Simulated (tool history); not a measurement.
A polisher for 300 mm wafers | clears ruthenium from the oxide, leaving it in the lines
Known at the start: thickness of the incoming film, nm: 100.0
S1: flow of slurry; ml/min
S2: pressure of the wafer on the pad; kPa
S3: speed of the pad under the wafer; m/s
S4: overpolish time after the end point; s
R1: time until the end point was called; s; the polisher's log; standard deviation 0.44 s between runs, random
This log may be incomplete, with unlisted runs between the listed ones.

run 1 day=0.000 | S1=255 S2=17.2 S3=0.82 S4=6 | R1=83.135
run 2 day=0.262 | S1=255 S2=14.5 S3=0.82 S4=6 | R1=95.185
run 3 day=0.512 | S1=255 S2=15.9 S3=0.82 S4=6 | R1=88.693
run 4 day=0.679 | S1=225 S2=15.9 S3=0.82 S4=6 | R1=89.238
run 5 day=0.729 | S1=225 S2=17.2 S3=0.82 S4=6 | R1=83.371
run 6 day=1.088 | S1=225 S2=13.1 S3=0.82 S4=6 | R1=103.690
run 7 day=1.371 | S1=225 S2=14.5 S3=0.82 S4=6 | R1=95.840
run 8 day=1.700 | S1=225 S2=15.9 S3=0.82 S4=6 | R1=90.305
run 9 day=2.008 | S1=230 S2=17.2 S3=0.82 S4=6 | R1=84.866
run 10 day=2.167 | S1=235 S2=17.9 S3=0.82 S4=6 | R1=81.623
run 11 day=2.533 | S1=245 S2=22.8 S3=0.84 S4=6 | R1=63.360
run 12 day=2.750 | S1=245 S2=23.4 S3=0.84 S4=6 | R1=62.306
run 13 day=3.075 | S1=245 S2=24.1 S3=0.84 S4=6 | R1=60.068

Estimate the outcome of run 14 from the log above:
run 14 day=3.217 | S1=250 S2=25.5 S3=0.86 S4=6 | R1=?

R1: 56.479 s
